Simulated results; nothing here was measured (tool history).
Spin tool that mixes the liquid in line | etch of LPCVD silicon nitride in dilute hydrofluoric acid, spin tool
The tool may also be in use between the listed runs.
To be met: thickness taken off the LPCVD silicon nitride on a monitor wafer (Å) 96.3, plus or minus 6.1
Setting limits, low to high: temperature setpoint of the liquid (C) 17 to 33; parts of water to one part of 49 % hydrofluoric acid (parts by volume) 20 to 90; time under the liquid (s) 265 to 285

| run | hour | temperature setpoint of the liquid (C) | parts of water to one part of 49 % hydrofluoric acid (parts by volume) | time under the liquid (s) | thickness taken off the LPCVD silicon nitride on a monitor wafer (Å) |
|---|---|---|---|---|---|
| 1 | 0 | 25 | 50 | 265 | 28.009 |
| 2 | 2.5 | 26 | 45 | 270 | 33.345 |
| 3 | 8.2 | 26 | 30 | 270 | 48.883 |
| 4 | 14.6 | 27 | 30 | 270 | 53.654 |
| 5 | 18.7 | 28 | 30 | 270 | 56.569 |
| 6 | 24.3 | 28.5 | 30 | 270 | 58.307 |
| 7 | 29.7 | 29 | 30 | 270 | 60.058 |
| 8 | 34.9 | 29 | 30 | 270 | 60.662 |
| 9 | 38.1 | 29.5 | 30 | 270 | 59.859 |
| 10 | 43.5 | 29.5 | 30 | 270 | 59.325 |
| 11 | 46.3 | 30 | 30 | 270 | 63.808 |
| 12 | 51.2 | 30.5 | 30 | 270 | 66.33 |
| 13 | 59.6 | 31 | 30 | 270 | 69.831 |
| 14 | 63.1 | 31 | 30 | 270 | 67.075 |
| 15 | 66.9 | 31.5 | 30 | 270 | 71.69 |
| 16 | 69 | 32.5 | 25 | 270 | 90.999 |

Exactly one of the 4 candidate moves below puts every result within its allowed miss. Which one?
| A | 71.1 | 32 | 30 | 285 | ? |
| B | 71.1 | 30 | 25 | 265 | ? |
| C | 71.1 | 33 | 30 | 270 | ? |
| D | 71.1 | 33 | 25 | 285 | ? |

| move | thickness taken off the LPCVD silicon nitride on a monitor wafer (Å) |
|---|---|
| A | 76.51 |
| B | 74.584 |
| C | 77.284 |
| D | 97.43 |
A: moves away from the targets compared with the last run
B: moves away from the targets compared with the last run
C: moves away from the targets compared with the last run
D: every result within its allowed miss
Answer: D
